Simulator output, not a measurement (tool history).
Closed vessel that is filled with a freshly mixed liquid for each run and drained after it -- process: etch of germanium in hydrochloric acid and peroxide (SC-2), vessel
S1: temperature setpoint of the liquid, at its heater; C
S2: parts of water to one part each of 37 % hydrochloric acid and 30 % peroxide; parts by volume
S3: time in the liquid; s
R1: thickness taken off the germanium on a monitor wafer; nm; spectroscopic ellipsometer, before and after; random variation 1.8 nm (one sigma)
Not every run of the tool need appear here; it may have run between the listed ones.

run 1 day=0.000 | S1=49.0 S2=7.0 S3=100 | R1=371.78
run 2 day=0.129 | S1=47.0 S2=7.0 S3=100 | R1=351.82
run 3 day=0.233 | S1=47.0 S2=7.0 S3=105 | R1=371.49
run 4 day=0.333 | S1=45.0 S2=7.0 S3=105 | R1=346.76
run 5 day=0.371 | S1=39.5 S2=7.0 S3=105 | R1=288.79
run 6 day=0.454 | S1=42.5 S2=7.0 S3=105 | R1=321.14
run 7 day=0.567 | S1=42.0 S2=7.0 S3=105 | R1=315.86

Run 8 comes next. What will it give?
run 8 day=0.800 | S1=41.5 S2=7.0 S3=105 | R1=?

R1: 307.92 nm
